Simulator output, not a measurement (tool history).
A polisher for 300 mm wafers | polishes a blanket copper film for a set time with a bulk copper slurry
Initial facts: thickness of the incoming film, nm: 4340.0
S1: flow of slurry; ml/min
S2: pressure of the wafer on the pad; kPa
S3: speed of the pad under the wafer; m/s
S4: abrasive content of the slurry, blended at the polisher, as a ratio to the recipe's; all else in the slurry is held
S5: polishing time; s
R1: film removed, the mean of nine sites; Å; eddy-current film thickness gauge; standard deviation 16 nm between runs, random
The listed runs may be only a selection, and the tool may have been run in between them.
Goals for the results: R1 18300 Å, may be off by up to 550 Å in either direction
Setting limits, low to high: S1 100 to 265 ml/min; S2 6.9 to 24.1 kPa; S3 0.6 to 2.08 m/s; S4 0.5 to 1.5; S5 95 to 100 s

{"run": 1, "hour": 0.0, "S1": 170, "S2": 15.2, "S3": 1.34, "S4": 1, "S5": 95, "R1": 9641.1}
{"run": 2, "hour": 6.4, "S1": 170, "S2": 15.2, "S3": 1.34, "S4": 1.2, "S5": 95, "R1": 10061}
{"run": 3, "hour": 11.3, "S1": 170, "S2": 15.2, "S3": 1.34, "S4": 1.2, "S5": 95, "R1": 10041}
{"run": 4, "hour": 13.3, "S1": 170, "S2": 17.9, "S3": 1.34, "S4": 1.2, "S5": 95, "R1": 11780}
{"run": 5, "hour": 19.3, "S1": 170, "S2": 21.4, "S3": 1.34, "S4": 1.2, "S5": 95, "R1": 13972}
{"run": 6, "hour": 22.2, "S1": 175, "S2": 21.4, "S3": 1.36, "S4": 1.2, "S5": 95, "R1": 14204}
{"run": 7, "hour": 26.8, "S1": 175, "S2": 21.4, "S3": 1.38, "S4": 1.2, "S5": 95, "R1": 14362}
{"run": 8, "hour": 33.5, "S1": 205, "S2": 24.1, "S3": 1.44, "S4": 1.2, "S5": 95, "R1": 17293}

Which of these 5 next moves meets every target?
{"run": "A", "hour": 40.2, "S1": 200, "S2": 24.1, "S3": 1.52, "S4": 1.3, "S5": 100, "R1": "?"}
{"run": "B", "hour": 40.2, "S1": 210, "S2": 22.8, "S3": 1.42, "S4": 1.2, "S5": 98, "R1": "?"}
{"run": "C", "hour": 40.2, "S1": 205, "S2": 23.4, "S3": 1.46, "S4": 1.25, "S5": 97, "R1": "?"}
{"run": "D", "hour": 40.2, "S1": 265, "S2": 20.7, "S3": 1.56, "S4": 1.45, "S5": 95, "R1": "?"}
{"run": "E", "hour": 40.2, "S1": 225, "S2": 24.1, "S3": 1.56, "S4": 0.8, "S5": 98, "R1": "?"}

move=A R1=19107
move=B R1=16491
move=C R1=17297
move=D R1=16920
move=E R1=18291
A: pushes the last run's worst result past its target
B: its largest miss is bigger than the last run's
C: no nearer and no further than the last run
D: its largest miss is bigger than the last run's
E: meets every target
The right move is E.
